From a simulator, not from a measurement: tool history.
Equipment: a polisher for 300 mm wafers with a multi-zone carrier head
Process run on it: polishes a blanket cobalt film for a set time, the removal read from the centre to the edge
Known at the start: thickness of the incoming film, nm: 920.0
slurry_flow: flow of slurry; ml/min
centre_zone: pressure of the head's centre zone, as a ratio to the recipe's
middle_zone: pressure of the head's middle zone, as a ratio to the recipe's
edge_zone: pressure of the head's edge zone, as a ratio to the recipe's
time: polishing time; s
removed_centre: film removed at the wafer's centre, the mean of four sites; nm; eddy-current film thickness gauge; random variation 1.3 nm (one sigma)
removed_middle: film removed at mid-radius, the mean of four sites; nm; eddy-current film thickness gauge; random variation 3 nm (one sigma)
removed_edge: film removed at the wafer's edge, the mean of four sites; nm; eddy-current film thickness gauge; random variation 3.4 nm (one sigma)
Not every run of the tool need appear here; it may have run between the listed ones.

Run 1, hour 0: slurry_flow 290 ml/min, centre_zone 1, middle_zone 1, edge_zone 1, time 34 s. Result: removed_centre 193.94 nm, removed_middle 172.62 nm, removed_edge 174.76 nm.
Run 2, hour 1.6: slurry_flow 290 ml/min, centre_zone 1, middle_zone 1.08, edge_zone 1, time 34 s. Result: removed_centre 195.2 nm, removed_middle 186.54 nm, removed_edge 178.72 nm.
Run 3, hour 2.2: slurry_flow 290 ml/min, centre_zone 1, middle_zone 1.08, edge_zone 0.96, time 34 s. Result: removed_centre 196.56 nm, removed_middle 182.94 nm, removed_edge 167.33 nm.
Run 4, hour 8.4: slurry_flow 300 ml/min, centre_zone 1, middle_zone 1.11, edge_zone 1.01, time 35 s. Result: removed_centre 201.08 nm, removed_middle 193.9 nm, removed_edge 180.61 nm.
Run 5, hour 14.9: slurry_flow 260 ml/min, centre_zone 1, middle_zone 1.11, edge_zone 1.01, time 35 s. Result: removed_centre 197.82 nm, removed_middle 192.45 nm, removed_edge 182.33 nm.
Run 6, hour 23.8: slurry_flow 255 ml/min, centre_zone 0.99, middle_zone 1.13, edge_zone 1.05, time 36 s. Result: removed_centre 202.36 nm, removed_middle 198.95 nm, removed_edge 186.25 nm.
Run 7, hour 29.5: slurry_flow 255 ml/min, centre_zone 0.99, middle_zone 1.13, edge_zone 1.05, time 36 s. Result: removed_centre 203.01 nm, removed_middle 203.86 nm, removed_edge 184.82 nm.
Run 8, hour 34.5: slurry_flow 265 ml/min, centre_zone 0.95, middle_zone 1.1, edge_zone 1.08, time 38 s. Result: removed_centre 207.25 nm, removed_middle 209.91 nm, removed_edge 198.38 nm.
Run 9, hour 40.4: slurry_flow 250 ml/min, centre_zone 0.92, middle_zone 1.08, edge_zone 1.11, time 40 s. Result: removed_centre 208.9 nm, removed_middle 212.54 nm, removed_edge 211.79 nm.
Run 10, hour 44.9: slurry_flow 250 ml/min, centre_zone 0.9, middle_zone 1.08, edge_zone 1.13, time 41 s. Result: removed_centre 211.22 nm, removed_middle 220.46 nm, removed_edge 217.25 nm.
At hour 46.7: centre zone pressure recalibrated.
Run 11, hour 46.7: slurry_flow 245 ml/min, centre_zone 0.88, middle_zone 1.07, edge_zone 1.14, time 42 s. Result: removed_centre 194.01 nm, removed_middle 219.07 nm, removed_edge 224.25 nm.
Run 12, hour 52.2: slurry_flow 260 ml/min, centre_zone 0.88, middle_zone 1.07, edge_zone 1.15, time 43 s. Result: removed_centre 198.77 nm, removed_middle 223.12 nm, removed_edge 230.76 nm.

What does the tool deliver on the next run?
Run 13, hour 56.2: slurry_flow 260 ml/min, centre_zone 0.89, middle_zone 1.08, edge_zone 1.15, time 44 s. Result: removed_centre ?, removed_middle ?, removed_edge ?.

Run 13 measured removed_centre 205.42 nm, removed_middle 237.77 nm, removed_edge 238.61 nm.

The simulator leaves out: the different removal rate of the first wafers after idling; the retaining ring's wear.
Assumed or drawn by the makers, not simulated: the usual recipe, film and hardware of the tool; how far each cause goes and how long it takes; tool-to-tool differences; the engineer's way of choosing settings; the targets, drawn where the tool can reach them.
